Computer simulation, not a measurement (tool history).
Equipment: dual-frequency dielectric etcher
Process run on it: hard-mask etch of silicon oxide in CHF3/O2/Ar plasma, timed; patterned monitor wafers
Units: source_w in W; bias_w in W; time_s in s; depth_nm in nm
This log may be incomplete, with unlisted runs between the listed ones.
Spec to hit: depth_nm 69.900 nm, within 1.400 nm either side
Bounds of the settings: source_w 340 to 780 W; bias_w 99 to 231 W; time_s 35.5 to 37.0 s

| run | hour | source_w | bias_w | time_s | depth_nm |
|---|---|---|---|---|---|
| 1 | 0.0 | 560 | 165 | 35.5 | 61.838 |
| 2 | 8.0 | 590 | 167 | 35.5 | 62.659 |
| 3 | 16.4 | 620 | 171 | 35.5 | 63.975 |
| 4 | 19.2 | 640 | 175 | 35.5 | 65.425 |
| 5 | 27.7 | 660 | 177 | 35.5 | 66.817 |
| 6 | 32.6 | 670 | 178 | 35.5 | 67.422 |
| 7 | 39.3 | 680 | 179 | 35.5 | 67.585 |
| 8 | 42.5 | 690 | 180 | 35.5 | 67.691 |
| 9 | 47.6 | 700 | 181 | 35.5 | 68.091 |
| 10 | 48.8 | 710 | 182 | 35.5 | 68.708 |

4 next moves are on the table. One of them brings every result within its allowed miss. Which?
| A | 50.0 | 690 | 181 | 35.5 | ? |
| B | 50.0 | 780 | 163 | 36.5 | ? |
| C | 50.0 | 670 | 186 | 35.5 | ? |
| D | 50.0 | 680 | 169 | 35.5 | ? |

| move | depth_nm |
|---|---|
| A | 67.171 |
| B | 69.742 |
| C | 67.079 |
| D | 65.473 |
A: its largest miss is bigger than the last run's
B: all results land within tolerance of their targets
C: its largest miss is bigger than the last run's
D: its largest miss is bigger than the last run's
Go with B: it meets all targets.
